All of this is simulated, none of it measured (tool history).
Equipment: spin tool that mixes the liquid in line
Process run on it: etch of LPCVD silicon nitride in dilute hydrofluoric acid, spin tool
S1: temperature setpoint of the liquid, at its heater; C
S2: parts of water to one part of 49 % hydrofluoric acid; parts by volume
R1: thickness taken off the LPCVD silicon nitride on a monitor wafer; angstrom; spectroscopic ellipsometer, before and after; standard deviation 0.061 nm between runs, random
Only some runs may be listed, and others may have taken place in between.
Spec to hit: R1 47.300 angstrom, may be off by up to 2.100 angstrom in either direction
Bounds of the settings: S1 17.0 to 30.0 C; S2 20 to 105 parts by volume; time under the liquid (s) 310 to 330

run 1 hour=0.0 | S1=22.0 S2=55 time_under_the_liquid_(s)=310 | R1=28.966
run 2 hour=7.4 | S1=24.5 S2=55 time_under_the_liquid_(s)=310 | R1=34.415
run 3 hour=9.4 | S1=22.5 S2=55 time_under_the_liquid_(s)=310 | R1=30.607
run 4 hour=11.7 | S1=19.5 S2=55 time_under_the_liquid_(s)=310 | R1=24.709
run 5 hour=20.3 | S1=21.0 S2=55 time_under_the_liquid_(s)=310 | R1=27.933
run 6 hour=28.5 | S1=21.0 S2=55 time_under_the_liquid_(s)=310 | R1=27.103
run 7 hour=30.9 | S1=22.5 S2=55 time_under_the_liquid_(s)=310 | R1=30.421
run 8 hour=37.6 | S1=23.5 S2=55 time_under_the_liquid_(s)=310 | R1=32.209
run 9 hour=45.6 | S1=24.5 S2=55 time_under_the_liquid_(s)=310 | R1=34.384
run 10 hour=52.9 | S1=25.5 S2=55 time_under_the_liquid_(s)=310 | R1=37.051
run 11 hour=61.1 | S1=26.0 S2=55 time_under_the_liquid_(s)=310 | R1=37.784
run 12 hour=68.5 | S1=30.0 S2=55 time_under_the_liquid_(s)=310 | R1=48.615

Exactly one of the 4 candidate moves below puts every result within its allowed miss. Which one?
run A hour=75.9 | S1=27.0 S2=45 time_under_the_liquid_(s)=325 | R1=?
run B hour=75.9 | S1=28.5 S2=55 time_under_the_liquid_(s)=320 | R1=?
run C hour=75.9 | S1=29.5 S2=50 time_under_the_liquid_(s)=310 | R1=?
run D hour=75.9 | S1=29.5 S2=50 time_under_the_liquid_(s)=325 | R1=?

move=A R1=52.543
move=B R1=46.844
move=C R1=53.207
move=D R1=55.782
A: its largest miss is bigger than the last run's
B: hits every target within its allowed miss
C: its largest miss is bigger than the last run's
D: its largest miss is bigger than the last run's
Move B is the one to make.

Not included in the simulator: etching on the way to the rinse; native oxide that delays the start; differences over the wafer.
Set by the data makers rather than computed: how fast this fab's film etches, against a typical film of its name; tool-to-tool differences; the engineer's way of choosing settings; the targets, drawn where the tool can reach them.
